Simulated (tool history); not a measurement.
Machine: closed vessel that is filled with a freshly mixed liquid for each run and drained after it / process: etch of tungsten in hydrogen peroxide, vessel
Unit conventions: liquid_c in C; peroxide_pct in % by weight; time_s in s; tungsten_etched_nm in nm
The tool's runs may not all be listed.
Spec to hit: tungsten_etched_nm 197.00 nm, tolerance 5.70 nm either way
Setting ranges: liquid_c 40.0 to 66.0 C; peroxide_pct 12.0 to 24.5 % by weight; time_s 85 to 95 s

run  hour  liquid_c  peroxide_pct  time_s  tungsten_etched_nm
  1   0.0      56.0          16.5      85              344.75
  2   7.1      54.0          16.5      85              301.68
  3   8.0      54.0          16.5      85              301.93
  4  13.4      52.5          16.5      85              275.77
  5  19.6      51.5          16.5      85              266.20
  6  26.3      51.5          20.0      85              289.16
  7  30.6      50.5          20.0      85              271.53
  8  33.1      44.0          20.0      85              180.76
  9  39.8      44.0          20.0      85              180.55
 10  42.4      44.5          20.0      85              186.46

Consider the 4 candidate settings below. Which is the only one whose results all fall within their allowed miss of target?
  A  45.0      45.0          21.5      85                   ?
  B  45.0      44.0          21.5      95                   ?
  C  45.0      44.5          17.5      85                   ?
  D  45.0      46.0          19.5      90                   ?

move  tungsten_etched_nm
   A              200.71
   B              210.58
   C              175.45
   D              215.52
A: all results in spec
B: carries the result that was furthest off beyond its target, to the other side
C: misses by more than the last run did
D: carries the result that was furthest off beyond its target, to the other side
Correct choice: A, which meets every target
